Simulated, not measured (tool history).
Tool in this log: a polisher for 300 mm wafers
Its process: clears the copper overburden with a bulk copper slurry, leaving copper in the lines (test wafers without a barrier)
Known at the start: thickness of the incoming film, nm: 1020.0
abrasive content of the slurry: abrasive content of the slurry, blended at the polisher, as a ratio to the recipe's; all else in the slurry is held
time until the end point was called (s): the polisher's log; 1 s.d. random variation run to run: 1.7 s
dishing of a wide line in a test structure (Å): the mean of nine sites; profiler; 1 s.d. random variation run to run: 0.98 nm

run  hour  flow of slurry (ml/min)  pressure of the wafer on the pad (kPa)  speed of the pad under the wafer (cm/s)  abrasive content of the slurry  overpolish time after the end point (s)  time until the end point was called (s)  dishing of a wide line in a test structure (Å)
  1     0                      180                                    20.7                                      130                               1                                       17                                   85.851                                          1010.6
  2   4.7                      180                                    23.4                                      130                               1                                       17                                    75.71                                            1127
  3  10.3                      180                                    21.4                                      130                               1                                       16                                   82.253                                          1013.7
  4  16.3                      210                                    21.4                                      130                               1                                       16                                   81.506                                          1017.8
  5  23.4                      210                                      20                                      130                               1                                       16                                   85.192                                          969.32
  6  30.5                      205                                    18.6                                      130                               1                                       16                                   91.922                                          920.83
  7  37.2                      205                                    17.9                                      130                               1                                       16                                   99.219                                          893.69

What does the tool deliver on the next run?
  8  41.9                      205                                    17.9                                      130                               1                                       15                                        ?                                               ?

time until the end point was called (s): 93.954
dishing of a wide line in a test structure (Å): 855.58

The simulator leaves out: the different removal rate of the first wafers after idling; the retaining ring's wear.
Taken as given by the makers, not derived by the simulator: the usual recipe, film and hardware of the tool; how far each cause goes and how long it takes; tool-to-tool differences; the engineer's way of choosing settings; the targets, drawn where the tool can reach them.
